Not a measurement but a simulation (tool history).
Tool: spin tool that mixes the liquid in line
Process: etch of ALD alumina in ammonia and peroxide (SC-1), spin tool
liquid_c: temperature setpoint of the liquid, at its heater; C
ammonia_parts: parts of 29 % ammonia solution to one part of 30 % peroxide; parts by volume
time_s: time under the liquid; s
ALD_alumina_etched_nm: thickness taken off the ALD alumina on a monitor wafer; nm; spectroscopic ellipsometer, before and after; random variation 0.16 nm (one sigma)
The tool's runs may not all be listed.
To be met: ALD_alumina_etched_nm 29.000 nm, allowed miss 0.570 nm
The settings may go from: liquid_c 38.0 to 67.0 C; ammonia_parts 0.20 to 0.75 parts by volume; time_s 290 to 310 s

Run 1, hour 0.0: liquid_c 51.0 C, ammonia_parts 0.45 parts by volume, time_s 290 s. Result: ALD_alumina_etched_nm 21.880 nm.
Run 2, hour 3.0: liquid_c 52.5 C, ammonia_parts 0.45 parts by volume, time_s 290 s. Result: ALD_alumina_etched_nm 23.542 nm.
Run 3, hour 8.0: liquid_c 53.5 C, ammonia_parts 0.45 parts by volume, time_s 290 s. Result: ALD_alumina_etched_nm 25.017 nm.
Run 4, hour 10.9: liquid_c 46.5 C, ammonia_parts 0.45 parts by volume, time_s 290 s. Result: ALD_alumina_etched_nm 16.871 nm.
Run 5, hour 14.0: liquid_c 46.5 C, ammonia_parts 0.40 parts by volume, time_s 290 s. Result: ALD_alumina_etched_nm 16.828 nm.
At hour 19.9: thermometer replaced.
Run 6, hour 19.9: liquid_c 46.5 C, ammonia_parts 0.45 parts by volume, time_s 290 s. Result: ALD_alumina_etched_nm 15.734 nm.
Run 7, hour 26.3: liquid_c 49.0 C, ammonia_parts 0.45 parts by volume, time_s 290 s. Result: ALD_alumina_etched_nm 18.230 nm.
Run 8, hour 28.2: liquid_c 57.0 C, ammonia_parts 0.45 parts by volume, time_s 290 s. Result: ALD_alumina_etched_nm 27.999 nm.

5 next moves are on the table. One of them brings every result within its allowed miss. Which?
Run A, hour 30.1: liquid_c 55.0 C, ammonia_parts 0.50 parts by volume, time_s 310 s. Result: ALD_alumina_etched_nm ?.
Run B, hour 30.1: liquid_c 55.5 C, ammonia_parts 0.40 parts by volume, time_s 305 s. Result: ALD_alumina_etched_nm ?.
Run C, hour 30.1: liquid_c 56.5 C, ammonia_parts 0.55 parts by volume, time_s 290 s. Result: ALD_alumina_etched_nm ?.
Run D, hour 30.1: liquid_c 56.5 C, ammonia_parts 0.40 parts by volume, time_s 310 s. Result: ALD_alumina_etched_nm ?.
Run E, hour 30.1: liquid_c 54.0 C, ammonia_parts 0.55 parts by volume, time_s 310 s. Result: ALD_alumina_etched_nm ?.

move  ALD_alumina_etched_nm
   A                 27.133
   B                 26.839
   C                 27.726
   D                 28.757
   E                 25.958
A: further off than the last run
B: further off than the last run
C: further off than the last run
D: meets every target
E: further off than the last run
Answer: D

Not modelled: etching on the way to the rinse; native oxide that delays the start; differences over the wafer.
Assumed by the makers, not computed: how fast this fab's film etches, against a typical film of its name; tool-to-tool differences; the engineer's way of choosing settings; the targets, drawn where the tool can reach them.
